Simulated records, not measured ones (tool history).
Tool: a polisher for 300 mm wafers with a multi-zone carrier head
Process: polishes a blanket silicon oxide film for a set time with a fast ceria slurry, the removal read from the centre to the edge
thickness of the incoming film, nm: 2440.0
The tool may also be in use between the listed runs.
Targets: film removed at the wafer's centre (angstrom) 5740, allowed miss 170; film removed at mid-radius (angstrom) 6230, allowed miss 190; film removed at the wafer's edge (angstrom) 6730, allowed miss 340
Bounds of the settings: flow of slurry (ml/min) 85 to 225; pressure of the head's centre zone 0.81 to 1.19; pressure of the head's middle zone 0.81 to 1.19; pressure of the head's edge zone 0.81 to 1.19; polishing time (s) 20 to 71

run	hour	flow of slurry (ml/min)	pressure of the head's centre zone	pressure of the head's middle zone	pressure of the head's edge zone	polishing time (s)	film removed at the wafer's centre (angstrom)	film removed at mid-radius (angstrom)	film removed at the wafer's edge (angstrom)
1	0	145	1	1	1	45	5070.7	5171.3	5164.9
2	3.9	145	1	1.04	1	45	5061.2	5285.7	5098.5
3	5.7	165	1	1.04	1	45	5132.6	5453.5	5046.9
4	8.6	165	0.92	1.04	1	45	4802.4	5409.1	5268.2
5	14.6	165	0.92	1.03	1.02	46	4918.2	5449.6	5409.1
6	22.8	165	0.92	0.95	1.02	46	4973.1	5224.8	5392.3
7	27.8	165	0.92	0.96	1.04	47	5093.9	5352.6	5778.2
8	32.8	170	0.92	0.97	1.05	47	5121.4	5468.2	5617.9
9	33.9	170	0.92	0.97	1.06	48	5211.1	5614.9	5556.9
10	39.1	170	0.91	0.97	1.05	49	5238	5544.6	5710.7
11	43.3	170	0.9	0.97	1.05	50	5325.6	5814	6032.9
12	50.7	170	0.9	0.96	1.05	51	5491.3	5825.2	6115.3
13	52.6	170	0.89	0.96	1.05	52	5553.7	5924.8	6306
14	55.7	170	0.87	0.96	1.05	53	5477.3	6211.9	6341.5
15	61.1	170	0.87	0.95	1.06	53	5522.1	6045.2	6467.9

Which of these 4 next moves meets every target?
A	66.5	165	0.88	0.92	1.03	56	?	?	?
B	66.5	225	0.93	1.07	1.03	48	?	?	?
C	66.5	125	1	0.94	1.08	55	?	?	?
D	66.5	210	0.9	1.05	1.03	51	?	?	?

move	film removed at the wafer's centre (angstrom)	film removed at mid-radius (angstrom)	film removed at the wafer's edge (angstrom)
A	5788.8	6232.6	6584.3
B	5452.6	6155.3	5831.3
C	5893.7	5870	6359.5
D	5593.2	6402.4	6154.7
A: meets every target
B: further off than the last run
C: brings the result that was furthest off to its target, and leaves another outside
D: brings the result that was furthest off to its target, and leaves another outside
The right move is A.
